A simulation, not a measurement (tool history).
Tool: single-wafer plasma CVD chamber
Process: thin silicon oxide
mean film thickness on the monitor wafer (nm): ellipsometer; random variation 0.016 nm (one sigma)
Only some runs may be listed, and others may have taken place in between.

run  hour  heater temperature setpoint (°C)  chamber pressure (Torr)  RF power (kW)  deposition time (s)  mean film thickness on the monitor wafer (nm)
  1     0                               420                    0.565          0.365                  7.5                                         9.1138
  2   5.5                               420                    0.543          0.365                  7.5                                         8.7426
  3    10                               420                    0.543          0.335                  7.5                                         8.4344
  4  11.9                               420                    0.629          0.335                  7.5                                         9.7065
  5  18.7                               420                    0.629           0.38                  7.5                                         10.259
  6  24.8                               420                    0.629          0.345                  7.5                                         9.8198
  7  32.5                               420                    0.594          0.345                  7.5                                         9.3131
  8  35.1                               420                    0.565          0.345                  7.5                                         8.8704
  9    36                               420                    0.541          0.345                  7.5                                         8.5436
 10  42.4                               420                    0.521          0.345                  7.5                                          8.238
 11  44.6                               420                    0.505          0.345                  7.5                                         7.9788
 12  53.1                               420                    0.493          0.345                  7.5                                         7.8003

Expected results for the next run?
 13  55.5                               420                    0.483          0.345                  7.5                                              ?

Run 13 yielded mean film thickness on the monitor wafer (nm) 7.6316.
